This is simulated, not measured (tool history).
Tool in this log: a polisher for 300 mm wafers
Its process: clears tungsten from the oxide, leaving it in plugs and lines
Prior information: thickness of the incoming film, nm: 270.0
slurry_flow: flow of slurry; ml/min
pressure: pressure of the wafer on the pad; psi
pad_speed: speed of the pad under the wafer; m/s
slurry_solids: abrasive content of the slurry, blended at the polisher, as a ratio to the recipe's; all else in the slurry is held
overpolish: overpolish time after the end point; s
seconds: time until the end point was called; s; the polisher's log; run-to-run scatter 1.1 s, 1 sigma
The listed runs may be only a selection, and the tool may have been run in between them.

Run 1, hour 0: slurry_flow 155 ml/min, pressure 2.4 psi, pad_speed 1.14 m/s, slurry_solids 1, overpolish 22 s. Result: seconds 91.281 s.
Run 2, hour 6.9: slurry_flow 180 ml/min, pressure 2.4 psi, pad_speed 1.14 m/s, slurry_solids 1, overpolish 22 s. Result: seconds 88.385 s.
Run 3, hour 12.7: slurry_flow 180 ml/min, pressure 2.2 psi, pad_speed 1.14 m/s, slurry_solids 1, overpolish 22 s. Result: seconds 95.553 s.
Run 4, hour 15.2: slurry_flow 180 ml/min, pressure 2.4 psi, pad_speed 1.16 m/s, slurry_solids 1, overpolish 22 s. Result: seconds 87.506 s.
Run 5, hour 23.5: slurry_flow 160 ml/min, pressure 2.4 psi, pad_speed 1.16 m/s, slurry_solids 1, overpolish 22 s. Result: seconds 88.685 s.
Run 6, hour 27.9: slurry_flow 160 ml/min, pressure 2.4 psi, pad_speed 1.16 m/s, slurry_solids 1, overpolish 22 s. Result: seconds 89.292 s.
Run 7, hour 30.4: slurry_flow 160 ml/min, pressure 2.5 psi, pad_speed 1.18 m/s, slurry_solids 1, overpolish 22 s. Result: seconds 86.148 s.

What does the tool deliver on the next run?
Run 8, hour 35.8: slurry_flow 160 ml/min, pressure 2.7 psi, pad_speed 1.2 m/s, slurry_solids 1, overpolish 22 s. Result: seconds ?.

{"run 8": {"seconds": 81.503}}
